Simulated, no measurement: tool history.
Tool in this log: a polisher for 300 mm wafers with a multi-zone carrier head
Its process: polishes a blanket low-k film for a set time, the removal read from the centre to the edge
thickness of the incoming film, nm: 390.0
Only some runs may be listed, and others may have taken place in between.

run  hour  flow of slurry (ml/min)  pressure of the head's centre zone  pressure of the head's middle zone  pressure of the head's edge zone  abrasive content of the slurry  polishing time (s)  film removed at the wafer's centre (Å)  film removed at mid-radius (Å)  film removed at the wafer's edge (Å)
  1   0.0                      150                                1.00                                1.00                              1.00                            1.00                  57                                  306.71                          308.19                                302.42
  2   2.9                      145                                0.98                                1.02                              0.96                            0.85                  56                                  275.84                          290.14                                269.53
  3  10.7                      140                                0.96                                1.02                              0.93                            0.75                  55                                  251.95                          259.88                                248.67
  4  18.8                      125                                0.96                                1.02                              0.93                            0.75                  55                                  241.50                          255.37                                242.37
  5  21.5                      125                                0.96                                1.02                              0.93                            0.65                  55                                  220.97                          233.80                                222.70
  6  26.2                      145                                0.96                                1.02                              0.93                            0.65                  55                                  237.03                          240.18                                230.91
  7  31.8                      135                                0.96                                1.04                              0.91                            0.65                  55                                  232.43                          242.72                                225.00

Estimate the outcome of run 8 from the log above:
  8  35.3                      125                                0.95                                1.06                              0.90                            0.65                  55                                       ?                               ?                                     ?

{"run 8": {"film removed at the wafer's centre (Å)": 221.33, "film removed at mid-radius (Å)": 243.1, "film removed at the wafer's edge (Å)": 226.4}}
